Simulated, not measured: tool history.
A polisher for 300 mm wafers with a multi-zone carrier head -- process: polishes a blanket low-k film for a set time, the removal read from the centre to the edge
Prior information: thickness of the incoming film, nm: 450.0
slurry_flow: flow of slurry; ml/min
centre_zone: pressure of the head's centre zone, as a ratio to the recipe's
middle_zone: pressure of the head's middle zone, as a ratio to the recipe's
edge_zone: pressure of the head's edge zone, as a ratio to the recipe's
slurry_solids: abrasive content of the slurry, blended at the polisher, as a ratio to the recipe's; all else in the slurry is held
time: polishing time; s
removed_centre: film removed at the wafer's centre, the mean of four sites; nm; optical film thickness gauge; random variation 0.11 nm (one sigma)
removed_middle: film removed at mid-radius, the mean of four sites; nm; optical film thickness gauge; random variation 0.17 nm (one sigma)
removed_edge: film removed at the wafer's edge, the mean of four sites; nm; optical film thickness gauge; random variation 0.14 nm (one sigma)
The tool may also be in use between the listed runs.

run,hour,slurry_flow,centre_zone,middle_zone,edge_zone,slurry_solids,time,removed_centre,removed_middle,removed_edge
1,0.0,130,1.00,1.00,1.00,1.0,53,20.274,21.014,20.195
2,0.6,130,1.00,1.00,0.95,1.0,53,20.394,20.970,19.654
3,1.9,130,0.94,1.00,0.95,1.0,53,19.433,20.653,19.755
4,3.2,130,0.94,1.00,0.99,1.0,53,19.434,20.503,20.169
5,5.5,110,0.94,1.00,0.99,1.0,53,18.535,19.371,19.901
6,7.0,135,0.94,1.00,0.99,1.0,53,19.519,20.754,20.266

Run 7 comes next. What will it give?
7,12.1,125,0.94,0.99,0.98,1.0,53,?,?,?

removed_centre: 19.219 nm
removed_middle: 20.090 nm
removed_edge: 20.170 nm

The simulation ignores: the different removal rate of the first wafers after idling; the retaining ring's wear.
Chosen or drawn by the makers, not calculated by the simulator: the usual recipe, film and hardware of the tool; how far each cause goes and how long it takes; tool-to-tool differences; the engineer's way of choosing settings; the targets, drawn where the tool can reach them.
